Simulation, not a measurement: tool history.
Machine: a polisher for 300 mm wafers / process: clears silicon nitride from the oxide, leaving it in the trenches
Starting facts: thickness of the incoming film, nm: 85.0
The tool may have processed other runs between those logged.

run	day	flow of slurry (ml/min)	pressure of the wafer on the pad (kPa)	speed of the pad under the wafer (cm/s)	overpolish time after the end point (s)	time until the end point was called (s)
1	0	145	11.7	104	41	162.65
2	0.275	145	11	102	41	170.7
3	0.375	145	11	102	44	167.93
4	0.704	145	10.3	98	44	192.45
5	1.012	145	9.7	96	44	203
6	1.146	145	9	94	44	226.65
7	1.471	145	8.3	94	44	242.15

What does the tool deliver on the next run?
8	1.779	145	6.9	90	44	?

Run 8 produced time until the end point was called (s) 308.79.

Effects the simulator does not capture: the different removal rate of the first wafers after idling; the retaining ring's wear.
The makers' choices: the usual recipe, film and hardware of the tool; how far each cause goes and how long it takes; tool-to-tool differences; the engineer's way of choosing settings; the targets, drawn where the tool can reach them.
